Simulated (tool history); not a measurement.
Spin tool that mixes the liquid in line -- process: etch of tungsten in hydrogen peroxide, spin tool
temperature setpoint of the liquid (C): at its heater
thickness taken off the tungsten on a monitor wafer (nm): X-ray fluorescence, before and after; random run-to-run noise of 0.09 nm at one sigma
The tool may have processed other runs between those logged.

run  hour  temperature setpoint of the liquid (C)  concentration of hydrogen peroxide in the mixed liquid (% by weight)  time under the liquid (s)  thickness taken off the tungsten on a monitor wafer (nm)
  1     0                                      44                                                                  15.5                         15                                                    23.063
  2   1.1                                      44                                                                  15.5                         15                                                    23.154
  3   4.8                                      44                                                                    14                         15                                                    21.834
  4   7.8                                    49.5                                                                    14                         15                                                    30.625
  5    14                                    49.5                                                                    14                         15                                                     31.02
  6  16.9                                    49.5                                                                    16                         15                                                    33.297

The next listed run, before its measurement:
  7  23.9                                    47.5                                                                    16                         15                                                         ?

{"run 7": {"thickness taken off the tungsten on a monitor wafer (nm)": 29.028}}
